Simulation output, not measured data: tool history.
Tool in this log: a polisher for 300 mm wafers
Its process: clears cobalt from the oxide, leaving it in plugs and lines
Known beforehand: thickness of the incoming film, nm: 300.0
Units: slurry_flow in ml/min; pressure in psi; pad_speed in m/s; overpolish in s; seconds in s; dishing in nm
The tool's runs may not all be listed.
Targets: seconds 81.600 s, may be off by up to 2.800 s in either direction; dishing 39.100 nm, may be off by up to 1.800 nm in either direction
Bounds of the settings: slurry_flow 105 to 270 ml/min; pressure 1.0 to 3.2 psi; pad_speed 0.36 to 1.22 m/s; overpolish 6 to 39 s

Run 1, hour 0.0: slurry_flow 175 ml/min, pressure 2.1 psi, pad_speed 0.78 m/s, overpolish 20 s. Result: seconds 63.412 s, dishing 36.696 nm.
Run 2, hour 2.2: slurry_flow 175 ml/min, pressure 1.6 psi, pad_speed 0.78 m/s, overpolish 20 s. Result: seconds 83.930 s, dishing 33.142 nm.
Run 3, hour 6.8: slurry_flow 175 ml/min, pressure 1.6 psi, pad_speed 0.78 m/s, overpolish 22 s. Result: seconds 83.948 s, dishing 34.712 nm.
Run 4, hour 14.3: slurry_flow 175 ml/min, pressure 1.6 psi, pad_speed 0.78 m/s, overpolish 23 s. Result: seconds 83.610 s, dishing 35.793 nm.
Run 5, hour 18.7: slurry_flow 175 ml/min, pressure 1.6 psi, pad_speed 0.62 m/s, overpolish 23 s. Result: seconds 100.310 s, dishing 33.546 nm.
Run 6, hour 19.6: slurry_flow 175 ml/min, pressure 1.7 psi, pad_speed 0.62 m/s, overpolish 24 s. Result: seconds 93.868 s, dishing 35.139 nm.
Run 7, hour 22.3: slurry_flow 175 ml/min, pressure 1.7 psi, pad_speed 0.62 m/s, overpolish 25 s. Result: seconds 94.457 s, dishing 35.150 nm.
Run 8, hour 25.5: slurry_flow 175 ml/min, pressure 1.7 psi, pad_speed 0.62 m/s, overpolish 26 s. Result: seconds 95.612 s, dishing 35.159 nm.
Run 9, hour 27.2: slurry_flow 180 ml/min, pressure 1.7 psi, pad_speed 0.62 m/s, overpolish 27 s. Result: seconds 93.445 s, dishing 36.755 nm.

Which single option among these 4 for the next run brings every result within its allowed miss of target? Just one does.
Run A, hour 28.9: slurry_flow 195 ml/min, pressure 2.0 psi, pad_speed 0.50 m/s, overpolish 23 s. Result: seconds ?, dishing ?.
Run B, hour 28.9: slurry_flow 195 ml/min, pressure 1.7 psi, pad_speed 0.68 m/s, overpolish 32 s. Result: seconds ?, dishing ?.
Run C, hour 28.9: slurry_flow 175 ml/min, pressure 1.9 psi, pad_speed 0.64 m/s, overpolish 30 s. Result: seconds ?, dishing ?.
Run D, hour 28.9: slurry_flow 195 ml/min, pressure 1.9 psi, pad_speed 0.72 m/s, overpolish 29 s. Result: seconds ?, dishing ?.

move  seconds  dishing
   A   92.085   34.553
   B   86.272   38.632
   C   82.463   38.427
   D   74.205   38.915
A: better than the last run, though not everything is in spec
B: better than the last run, though not everything is in spec
C: hits every target within its allowed miss
D: the result that was furthest off in the last run now lies on the other side of its target
Correct choice: C, which meets every target
